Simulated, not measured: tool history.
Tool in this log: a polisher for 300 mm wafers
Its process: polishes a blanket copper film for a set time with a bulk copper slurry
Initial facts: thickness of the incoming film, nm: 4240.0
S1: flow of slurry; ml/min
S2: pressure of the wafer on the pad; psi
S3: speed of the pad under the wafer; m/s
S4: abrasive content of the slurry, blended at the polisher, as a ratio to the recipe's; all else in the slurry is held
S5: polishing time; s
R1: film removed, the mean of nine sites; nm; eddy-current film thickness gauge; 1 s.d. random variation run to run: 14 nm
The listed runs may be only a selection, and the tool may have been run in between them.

{"run": 1, "hour": 0.0, "S1": 275, "S2": 2.9, "S3": 1.08, "S4": 1, "S5": 62, "R1": 649.52}
{"run": 2, "hour": 0.5, "S1": 275, "S2": 2.9, "S3": 1.08, "S4": 0.8, "S5": 62, "R1": 632.7}
{"run": 3, "hour": 6.0, "S1": 275, "S2": 2.9, "S3": 1.08, "S4": 0.8, "S5": 65, "R1": 662.87}
{"run": 4, "hour": 12.4, "S1": 275, "S2": 3, "S3": 1.08, "S4": 0.8, "S5": 65, "R1": 678.82}
{"run": 5, "hour": 19.3, "S1": 275, "S2": 3, "S3": 1.08, "S4": 0.8, "S5": 62, "R1": 666.15}
{"run": 6, "hour": 22.4, "S1": 275, "S2": 2.5, "S3": 1.08, "S4": 0.8, "S5": 62, "R1": 555.83}
{"run": 7, "hour": 27.2, "S1": 275, "S2": 2.7, "S3": 1.08, "S4": 0.8, "S5": 62, "R1": 591.49}
{"run": 8, "hour": 30.2, "S1": 275, "S2": 2.7, "S3": 1.08, "S4": 0.8, "S5": 62, "R1": 589.33}

Run 9 is up next; what results do you expect?
{"run": 9, "hour": 39.1, "S1": 275, "S2": 2.9, "S3": 1.08, "S4": 0.8, "S5": 62, "R1": "?"}

{"run 9": {"R1": 618.04}}
